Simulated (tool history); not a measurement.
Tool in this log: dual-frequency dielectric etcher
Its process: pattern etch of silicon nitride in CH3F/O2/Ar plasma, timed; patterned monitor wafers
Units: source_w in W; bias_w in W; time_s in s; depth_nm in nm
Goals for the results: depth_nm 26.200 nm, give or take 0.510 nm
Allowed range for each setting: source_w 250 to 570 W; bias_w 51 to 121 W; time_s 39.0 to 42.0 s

run 1 hour=0.0 | source_w=410 bias_w=86 time_s=42.0 | depth_nm=28.774
run 2 hour=7.5 | source_w=410 bias_w=86 time_s=42.0 | depth_nm=28.729
run 3 hour=12.7 | source_w=410 bias_w=79 time_s=42.0 | depth_nm=27.224
run 4 hour=18.0 | source_w=410 bias_w=92 time_s=42.0 | depth_nm=29.956
run 5 hour=25.8 | source_w=390 bias_w=91 time_s=42.0 | depth_nm=28.819
run 6 hour=27.4 | source_w=390 bias_w=83 time_s=42.0 | depth_nm=27.483
run 7 hour=30.7 | source_w=380 bias_w=83 time_s=42.0 | depth_nm=26.915
run 8 hour=38.4 | source_w=380 bias_w=83 time_s=42.0 | depth_nm=26.975

Of the 5 settings listed for the next run, only one would bring every result within its allowed miss of target. Which one?
run A hour=46.1 | source_w=370 bias_w=97 time_s=40.0 | depth_nm=?
run B hour=46.1 | source_w=350 bias_w=88 time_s=39.5 | depth_nm=?
run C hour=46.1 | source_w=330 bias_w=97 time_s=41.0 | depth_nm=?
run D hour=46.1 | source_w=380 bias_w=85 time_s=42.0 | depth_nm=?
run E hour=46.1 | source_w=410 bias_w=80 time_s=42.0 | depth_nm=?

move=A depth_nm=27.655
move=B depth_nm=24.930
move=C depth_nm=26.286
move=D depth_nm=27.403
move=E depth_nm=27.729
A: misses by more than the last run did
B: takes the biggest miss from the last run beyond its target
C: meets every target
D: misses by more than the last run did
E: misses by more than the last run did
Answer: C
